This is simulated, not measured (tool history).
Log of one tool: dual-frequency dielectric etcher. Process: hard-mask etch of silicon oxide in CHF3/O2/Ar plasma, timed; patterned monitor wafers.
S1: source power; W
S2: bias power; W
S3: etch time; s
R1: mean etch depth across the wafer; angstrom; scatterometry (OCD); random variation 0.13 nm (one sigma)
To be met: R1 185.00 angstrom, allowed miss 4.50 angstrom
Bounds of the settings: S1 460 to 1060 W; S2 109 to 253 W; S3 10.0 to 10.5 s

run 1 hour=0.0 | S1=760 S2=181 S3=10.5 | R1=211.20
run 2 hour=6.1 | S1=720 S2=178 S3=10.5 | R1=205.89
run 3 hour=10.6 | S1=690 S2=176 S3=10.5 | R1=199.86
run 4 hour=14.7 | S1=670 S2=175 S3=10.5 | R1=197.28
run 5 hour=20.4 | S1=650 S2=174 S3=10.5 | R1=194.27
-- hour=23.5 bias power generator calibrated
run 6 hour=23.5 | S1=650 S2=196 S3=10.5 | R1=200.33
run 7 hour=29.4 | S1=630 S2=195 S3=10.5 | R1=195.48
run 8 hour=37.6 | S1=620 S2=194 S3=10.5 | R1=194.74

4 next moves are on the table. One of them brings every result within its allowed miss. Which?
run A hour=45.8 | S1=530 S2=197 S3=10.0 | R1=?
run B hour=45.8 | S1=610 S2=190 S3=10.0 | R1=?
run C hour=45.8 | S1=590 S2=203 S3=10.5 | R1=?
run D hour=45.8 | S1=580 S2=185 S3=10.0 | R1=?

move=A R1=173.59
move=B R1=182.85
move=C R1=192.97
move=D R1=177.39
A: takes the result that was furthest off past its target
B: meets every target
C: nearer than the last run, and not there yet
D: takes the result that was furthest off past its target
Answer: B
